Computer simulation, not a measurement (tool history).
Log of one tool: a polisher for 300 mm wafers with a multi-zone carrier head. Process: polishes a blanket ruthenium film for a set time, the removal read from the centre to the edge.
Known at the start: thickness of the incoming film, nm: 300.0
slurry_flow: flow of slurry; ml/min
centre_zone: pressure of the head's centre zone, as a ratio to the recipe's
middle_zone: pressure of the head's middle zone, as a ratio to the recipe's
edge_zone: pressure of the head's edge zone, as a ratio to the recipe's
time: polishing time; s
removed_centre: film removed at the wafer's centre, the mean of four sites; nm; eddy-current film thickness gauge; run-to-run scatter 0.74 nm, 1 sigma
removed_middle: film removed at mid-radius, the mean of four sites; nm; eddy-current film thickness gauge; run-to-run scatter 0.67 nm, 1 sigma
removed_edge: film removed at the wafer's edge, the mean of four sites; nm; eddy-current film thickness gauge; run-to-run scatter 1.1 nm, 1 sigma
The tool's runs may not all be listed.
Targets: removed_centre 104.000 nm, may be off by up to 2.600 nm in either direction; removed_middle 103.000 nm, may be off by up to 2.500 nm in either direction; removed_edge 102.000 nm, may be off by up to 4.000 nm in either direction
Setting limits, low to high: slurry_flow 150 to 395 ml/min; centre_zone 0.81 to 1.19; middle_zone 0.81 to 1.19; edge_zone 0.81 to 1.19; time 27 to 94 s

run	hour	slurry_flow	centre_zone	middle_zone	edge_zone	time	removed_centre	removed_middle	removed_edge
1	0.0	250	1.00	1.00	1.00	60	81.569	85.413	82.890
2	4.3	250	1.00	1.00	1.00	45	61.880	64.118	63.100
3	7.7	250	1.00	1.00	0.92	45	61.734	64.980	59.496
4	13.3	250	1.00	1.05	0.92	45	61.360	67.579	59.386
5	20.5	285	1.00	1.05	0.92	45	62.021	68.587	61.471
6	23.5	310	1.05	1.08	0.98	51	73.967	80.145	71.007
7	26.9	330	1.08	1.08	1.04	55	82.377	86.066	80.025
8	34.5	340	1.11	1.09	1.08	58	89.079	92.525	85.141
9	37.5	325	1.13	1.03	1.18	69	105.240	104.400	106.670

Consider the 4 candidate settings below. Which is the only one whose results all fall within their allowed miss of target?
A	40.5	330	1.16	1.05	1.16	67	?	?	?
B	40.5	330	1.14	1.14	1.15	67	?	?	?
C	40.5	225	1.12	1.01	1.19	73	?	?	?
D	40.5	355	1.19	1.15	1.08	62	?	?	?

move	removed_centre	removed_middle	removed_edge
A	104.530	103.030	101.820
B	103.350	110.560	101.250
C	107.180	105.140	109.750
D	99.116	103.630	91.109
A: in spec on every target
B: meets the target for the result that was furthest off, but another lies outside its allowed miss
C: the biggest miss grows against the last run
D: pushes the last run's worst result past its target
The move that meets every target is A.
